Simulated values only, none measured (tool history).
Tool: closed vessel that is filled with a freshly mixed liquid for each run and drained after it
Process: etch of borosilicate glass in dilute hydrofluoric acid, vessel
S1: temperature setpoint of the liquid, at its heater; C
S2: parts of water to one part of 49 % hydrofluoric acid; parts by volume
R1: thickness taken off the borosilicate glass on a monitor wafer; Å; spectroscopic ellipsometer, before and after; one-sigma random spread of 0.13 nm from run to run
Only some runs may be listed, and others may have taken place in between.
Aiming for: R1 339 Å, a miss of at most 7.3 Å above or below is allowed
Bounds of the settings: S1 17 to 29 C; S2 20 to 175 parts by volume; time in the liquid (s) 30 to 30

{"run": 1, "hour": 0.0, "S1": 21, "S2": 95, "time in the liquid (s)": 30, "R1": 125.66}
{"run": 2, "hour": 1.9, "S1": 21, "S2": 95, "time in the liquid (s)": 30, "R1": 125.62}
{"run": 3, "hour": 5.8, "S1": 21, "S2": 130, "time in the liquid (s)": 30, "R1": 87.343}
{"run": 4, "hour": 7.5, "S1": 21, "S2": 130, "time in the liquid (s)": 30, "R1": 88.455}
{"run": 5, "hour": 13.4, "S1": 21, "S2": 110, "time in the liquid (s)": 30, "R1": 106.25}
{"run": 6, "hour": 21.9, "S1": 23, "S2": 85, "time in the liquid (s)": 30, "R1": 154.23}
{"run": 7, "hour": 28.4, "S1": 24.5, "S2": 70, "time in the liquid (s)": 30, "R1": 203.84}
{"run": 8, "hour": 30.7, "S1": 25.5, "S2": 65, "time in the liquid (s)": 30, "R1": 226.78}
{"run": 9, "hour": 37.8, "S1": 25.5, "S2": 65, "time in the liquid (s)": 30, "R1": 228.99}
{"run": 10, "hour": 41.0, "S1": 26.5, "S2": 60, "time in the liquid (s)": 30, "R1": 259.17}
{"run": 11, "hour": 44.5, "S1": 27, "S2": 55, "time in the liquid (s)": 30, "R1": 290.95}
{"run": 12, "hour": 50.6, "S1": 27.5, "S2": 55, "time in the liquid (s)": 30, "R1": 297.14}
{"run": 13, "hour": 53.6, "S1": 29, "S2": 50, "time in the liquid (s)": 30, "R1": 349.39}

Exercise: of the 4 proposed moves below, exactly one satisfies all targets within the stated allowed misses. Which move is it?
{"run": "A", "hour": 56.6, "S1": 27, "S2": 45, "time in the liquid (s)": 30, "R1": "?"}
{"run": "B", "hour": 56.6, "S1": 28, "S2": 45, "time in the liquid (s)": 30, "R1": "?"}
{"run": "C", "hour": 56.6, "S1": 27.5, "S2": 45, "time in the liquid (s)": 30, "R1": "?"}
{"run": "D", "hour": 56.6, "S1": 28.5, "S2": 50, "time in the liquid (s)": 30, "R1": "?"}

move=A R1=359.79
move=B R1=374.55
move=C R1=367.11
move=D R1=341.35
A: the biggest miss grows against the last run
B: the biggest miss grows against the last run
C: the biggest miss grows against the last run
D: each result inside its tolerance
So the answer is move D, the one that meets all the targets.
